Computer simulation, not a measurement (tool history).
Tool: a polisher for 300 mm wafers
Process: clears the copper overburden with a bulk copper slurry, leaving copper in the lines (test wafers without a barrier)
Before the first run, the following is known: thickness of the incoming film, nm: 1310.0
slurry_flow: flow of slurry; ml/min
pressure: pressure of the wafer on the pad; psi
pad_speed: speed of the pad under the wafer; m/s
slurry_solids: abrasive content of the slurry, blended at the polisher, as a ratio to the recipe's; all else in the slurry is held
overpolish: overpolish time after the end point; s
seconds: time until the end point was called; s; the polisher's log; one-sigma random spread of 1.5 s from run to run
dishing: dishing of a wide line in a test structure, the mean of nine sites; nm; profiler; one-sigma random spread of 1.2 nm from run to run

run  hour  slurry_flow  pressure  pad_speed  slurry_solids  overpolish  seconds  dishing
  1   0.0          205       3.3       1.20           1.00          12   114.65   72.532
  2   6.7          205       3.3       1.20           1.10          12   112.11   75.715
  3  13.5          205       2.8       1.20           1.15          13   129.23   68.032
  4  19.9          185       2.8       1.20           1.15          13   134.86   70.834
  5  28.9          205       2.8       1.20           1.15          13   130.95   71.177
  6  36.2          190       2.5       1.20           1.15          14   148.68   64.917
  7  39.3          175       2.4       1.20           1.15          15   151.95   67.157

Estimate the outcome of run 8 from the log above:
  8  43.4          170       2.2       1.20           1.20          16        ?        ?

{"run 8": {"seconds": 167.47, "dishing": 65.417}}
